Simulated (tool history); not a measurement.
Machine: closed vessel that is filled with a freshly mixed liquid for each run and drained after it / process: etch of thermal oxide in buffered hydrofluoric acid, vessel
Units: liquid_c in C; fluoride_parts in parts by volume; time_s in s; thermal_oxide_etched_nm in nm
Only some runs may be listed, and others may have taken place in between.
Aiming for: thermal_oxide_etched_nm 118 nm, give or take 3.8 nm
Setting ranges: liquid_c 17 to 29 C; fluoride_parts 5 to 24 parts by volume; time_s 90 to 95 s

run	hour	liquid_c	fluoride_parts	time_s	thermal_oxide_etched_nm
1	0	21	14.5	90	56.481
2	6.5	21	14.5	90	55.498
3	10.8	21	11	90	72.556
4	19.3	21	9	90	84.752
5	21.9	21	9	95	89.757
6	27.3	18.5	9	95	78.828
7	32.2	22.5	8.5	95	105.28
8	34.2	23.5	8.5	95	109.61
9	35.2	24	8.5	95	113.8

Exercise: of the 5 proposed moves below, exactly one satisfies all targets within the stated allowed misses. Which move is it?
A	36.2	23	8.5	95	?
B	36.2	26	8.5	90	?
C	36.2	25.5	10	95	?
D	36.2	26	9	90	?
E	36.2	24.5	8.5	90	?

move	thermal_oxide_etched_nm
A	107.1
B	119.41
C	107.93
D	112.23
E	110.12
A: lands further from the targets than the last run did
B: all results land within tolerance of their targets
C: lands further from the targets than the last run did
D: lands further from the targets than the last run did
E: lands further from the targets than the last run did
Answer: B
